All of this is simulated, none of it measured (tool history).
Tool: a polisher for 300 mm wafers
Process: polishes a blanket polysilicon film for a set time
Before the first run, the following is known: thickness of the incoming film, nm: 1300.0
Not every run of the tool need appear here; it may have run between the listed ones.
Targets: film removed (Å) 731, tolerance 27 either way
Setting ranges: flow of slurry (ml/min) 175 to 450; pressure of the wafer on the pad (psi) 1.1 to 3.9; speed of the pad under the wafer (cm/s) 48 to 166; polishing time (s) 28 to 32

run    day  flow of slurry (ml/min)  pressure of the wafer on the pad (psi)  speed of the pad under the wafer (cm/s)  polishing time (s)  film removed (Å)
  1      0                      290                                     2.5                                      106                  32            2438.3
  2  0.121                      275                                     2.1                                       88                  31            1657.6
  3  0.425                      275                                     1.8                                       78                  31            1300.9
  4  0.608                      275                                     1.8                                       90                  31            1471.2
  5  0.938                      275                                     1.8                                       90                  32            1496.2
  6  1.271                      275                                     1.6                                       78                  32            1217.6
  7  1.571                      275                                     1.5                                       70                  32            1037.8
  8  1.804                      275                                     1.4                                       66                  32            897.12
  9  1.846                      275                                     1.3                                       64                  32            822.41
 10  2.012                      275                                     1.2                                       64                  32            764.71

Which of these 5 next moves meets every target?
  A  2.179                      305                                     1.2                                       62                  28                 ?
  B  2.179                      200                                     1.3                                       54                  32                 ?
  C  2.179                      260                                     1.3                                       62                  32                 ?
  D  2.179                      270                                     1.5                                       54                  32                 ?
  E  2.179                      275                                     1.1                                       70                  31                 ?

move  film removed (Å)
   A             648.1
   B            686.38
   C            789.95
   D            803.76
   E            731.53
A: takes the biggest miss from the last run beyond its target
B: takes the biggest miss from the last run beyond its target
C: moves away from the targets compared with the last run
D: moves away from the targets compared with the last run
E: meets every target
Correct choice: E, which meets every target
